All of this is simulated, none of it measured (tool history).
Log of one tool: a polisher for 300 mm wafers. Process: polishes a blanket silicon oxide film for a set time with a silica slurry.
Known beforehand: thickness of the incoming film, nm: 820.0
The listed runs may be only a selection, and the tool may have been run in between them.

run	hour	flow of slurry (ml/min)	pressure of the wafer on the pad (kPa)	speed of the pad under the wafer (m/s)	abrasive content of the slurry	polishing time (s)	film removed (angstrom)
1	0	270	26.2	1.3	1	94	2614.1
2	5.3	270	31.7	1.3	1	94	3177.3
3	11.2	270	31.7	1.3	1	98	3322.3
4	13.9	270	29.6	1.3	1	98	3130.1
5	18.1	270	29.6	1.3	0.8	98	2826.4
6	24.5	270	29.6	1.3	0.8	94	2757.3

For run 7, what comes out?
7	28.1	270	28.3	1.3	0.8	94	?

film removed (angstrom): 2588.5

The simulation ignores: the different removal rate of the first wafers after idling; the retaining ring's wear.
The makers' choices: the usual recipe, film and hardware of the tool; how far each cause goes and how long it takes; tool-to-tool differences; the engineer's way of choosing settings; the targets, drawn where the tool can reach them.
